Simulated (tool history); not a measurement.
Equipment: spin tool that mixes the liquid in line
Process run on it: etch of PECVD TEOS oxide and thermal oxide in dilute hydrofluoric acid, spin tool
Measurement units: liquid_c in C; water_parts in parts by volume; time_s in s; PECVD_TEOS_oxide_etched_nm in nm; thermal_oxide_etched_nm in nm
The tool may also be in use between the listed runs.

run 1 hour=0.0 | liquid_c=26.0 water_parts=80 time_s=150 | PECVD_TEOS_oxide_etched_nm=50.590 thermal_oxide_etched_nm=9.0009
run 2 hour=2.4 | liquid_c=28.0 water_parts=80 time_s=150 | PECVD_TEOS_oxide_etched_nm=54.977 thermal_oxide_etched_nm=9.8562
run 3 hour=11.1 | liquid_c=29.5 water_parts=70 time_s=150 | PECVD_TEOS_oxide_etched_nm=66.880 thermal_oxide_etched_nm=12.0580
run 4 hour=14.0 | liquid_c=29.5 water_parts=100 time_s=150 | PECVD_TEOS_oxide_etched_nm=45.005 thermal_oxide_etched_nm=8.0130
run 5 hour=16.7 | liquid_c=31.0 water_parts=85 time_s=150 | PECVD_TEOS_oxide_etched_nm=57.017 thermal_oxide_etched_nm=10.1730
run 6 hour=20.4 | liquid_c=32.0 water_parts=75 time_s=150 | PECVD_TEOS_oxide_etched_nm=68.562 thermal_oxide_etched_nm=12.2340
run 7 hour=27.8 | liquid_c=32.5 water_parts=65 time_s=150 | PECVD_TEOS_oxide_etched_nm=82.452 thermal_oxide_etched_nm=14.7240

What does the tool deliver on the next run?
run 8 hour=36.0 | liquid_c=33.0 water_parts=60 time_s=150 | PECVD_TEOS_oxide_etched_nm=? thermal_oxide_etched_nm=?

{"run 8": {"PECVD_TEOS_oxide_etched_nm": 92.399, "thermal_oxide_etched_nm": 16.35}}
